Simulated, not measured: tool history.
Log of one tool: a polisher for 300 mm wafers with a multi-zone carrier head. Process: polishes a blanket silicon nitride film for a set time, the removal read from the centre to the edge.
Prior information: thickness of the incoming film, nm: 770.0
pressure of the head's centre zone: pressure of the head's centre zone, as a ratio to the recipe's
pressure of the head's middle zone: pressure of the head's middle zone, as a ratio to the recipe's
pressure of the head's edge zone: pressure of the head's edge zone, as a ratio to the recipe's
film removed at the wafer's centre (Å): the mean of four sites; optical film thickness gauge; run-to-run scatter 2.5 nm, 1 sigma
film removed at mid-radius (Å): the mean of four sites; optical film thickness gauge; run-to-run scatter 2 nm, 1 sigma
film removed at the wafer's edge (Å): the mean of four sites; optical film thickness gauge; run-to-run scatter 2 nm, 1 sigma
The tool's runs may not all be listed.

run	day	flow of slurry (ml/min)	pressure of the head's centre zone	pressure of the head's middle zone	pressure of the head's edge zone	polishing time (s)	film removed at the wafer's centre (Å)	film removed at mid-radius (Å)	film removed at the wafer's edge (Å)
1	0	305	1	1	1	70	1901.1	1912.6	1904.7
2	0.3	310	1.02	1	1.03	73	1959.3	2046.4	2007.8
3	0.675	310	1.04	0.98	1.03	76	2107.3	2064.1	2087
4	0.971	310	1.04	0.98	1.03	64	1774.8	1721.5	1740.3
5	1.279	310	1.07	0.98	1.03	64	1801	1710.4	1756.2
6	1.462	265	1.07	0.98	1.03	64	1764.5	1693	1734.1
7	1.5	350	1.17	1.05	1.13	83	2517.1	2439.1	2421.4
8	1.762	355	1.17	1.04	1.13	84	2587	2410.6	2451.1
9	2.038	360	1.17	1.04	1.14	85	2599.8	2449.1	2481.5
10	2.108	360	1.17	1.04	1.14	86	2625.7	2454.7	2498.2
11	2.288	360	1.17	1.04	1.14	87	2657.4	2542.1	2550.2
12	2.429	360	1.17	1.04	1.14	87	2645.7	2491.5	2543.8
13	2.558	360	1.17	1.04	1.14	88	2710.1	2578.8	2544.7
14	2.767	365	1.17	1.03	1.15	88	2683.7	2541.6	2601.4

Run 15 has not been measured yet. What should we expect?
15	2.85	365	1.17	1.02	1.15	88	?	?	?

Logged for run 15: film removed at the wafer's centre (Å) 2666.4, film removed at mid-radius (Å) 2532.6, film removed at the wafer's edge (Å) 2614.3.
